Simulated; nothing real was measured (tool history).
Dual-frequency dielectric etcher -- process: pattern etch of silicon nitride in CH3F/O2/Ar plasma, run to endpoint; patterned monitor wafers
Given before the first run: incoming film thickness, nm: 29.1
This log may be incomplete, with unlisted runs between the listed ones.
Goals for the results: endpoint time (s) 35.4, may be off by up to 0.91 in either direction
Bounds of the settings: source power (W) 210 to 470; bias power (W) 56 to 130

| run | hour | source power (W) | bias power (W) | endpoint time (s) |
|---|---|---|---|---|
| 1 | 0 | 340 | 93 | 43.473 |
| 2 | 6.7 | 340 | 80 | 46.397 |
| 3 | 8.4 | 380 | 90 | 42.611 |
| 4 | 14.7 | 360 | 90 | 42.941 |
| 5 | 20.3 | 390 | 97 | 41.273 |
| 6 | 22 | 410 | 106 | 38.949 |
| 7 | 23.3 | 430 | 111 | 37.728 |
| 8 | 27.2 | 440 | 114 | 37.038 |

Below are 5 possible settings for the next run. Only one of them brings all results inside the allowed miss of their targets. Which is it?
| A | 31.1 | 450 | 112 | ? |
| B | 31.1 | 420 | 128 | ? |
| C | 31.1 | 440 | 100 | ? |
| D | 31.1 | 380 | 109 | ? |
| E | 31.1 | 410 | 109 | ? |

| move | endpoint time (s) |
|---|---|
| A | 37.019 |
| B | 35.812 |
| C | 39.083 |
| D | 39.57 |
| E | 38.603 |
A: neither nearer nor further off than the last run
B: in spec on every target
C: misses by more than the last run did
D: misses by more than the last run did
E: misses by more than the last run did
B is the move that brings every result within its allowed miss.

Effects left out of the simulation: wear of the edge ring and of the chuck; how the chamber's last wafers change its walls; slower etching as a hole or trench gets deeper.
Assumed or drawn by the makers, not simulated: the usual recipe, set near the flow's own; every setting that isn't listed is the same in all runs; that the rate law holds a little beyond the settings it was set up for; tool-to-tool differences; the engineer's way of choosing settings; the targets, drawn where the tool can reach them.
